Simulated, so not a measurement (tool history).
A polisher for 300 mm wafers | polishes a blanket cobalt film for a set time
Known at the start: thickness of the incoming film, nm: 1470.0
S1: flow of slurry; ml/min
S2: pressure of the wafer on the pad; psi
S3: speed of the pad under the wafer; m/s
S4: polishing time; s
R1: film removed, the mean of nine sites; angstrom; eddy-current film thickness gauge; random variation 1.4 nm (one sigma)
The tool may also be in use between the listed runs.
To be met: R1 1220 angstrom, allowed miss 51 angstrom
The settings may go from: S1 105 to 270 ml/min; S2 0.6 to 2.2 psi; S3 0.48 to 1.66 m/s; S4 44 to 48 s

run    day   S1   S2    S3  S4      R1
  1      0  175  1.4  1.06  48  2097.9
  2  0.167  155  1.4  1.06  48  2084.9
  3  0.454  155  1.3  1.06  48  1915.5
  4    0.6  155  1.3  1.06  44    1755
  5  0.917  155  1.3  1.06  48  1981.2
  6  1.062  155  1.2  1.04  48  1743.6
  7  1.267  155  1.1  1.04  48  1643.8
  8  1.642  150  0.7  1.02  48  1082.8

Which of these 4 next moves meets every target?
  A  2.017  145  0.9  0.88  47   ?
  B  2.017  155  0.8  1.16  47   ?
  C  2.017  160  0.8  1.02  48   ?
  D  2.017  135  0.8  1.18  47   ?

move      R1
   A  1129.1
   B  1340.6
   C  1219.3
   D  1324.7
A: nearer than the last run, and not there yet
B: takes the result that was furthest off past its target
C: meets every target
D: takes the result that was furthest off past its target
Move C is the one to make.
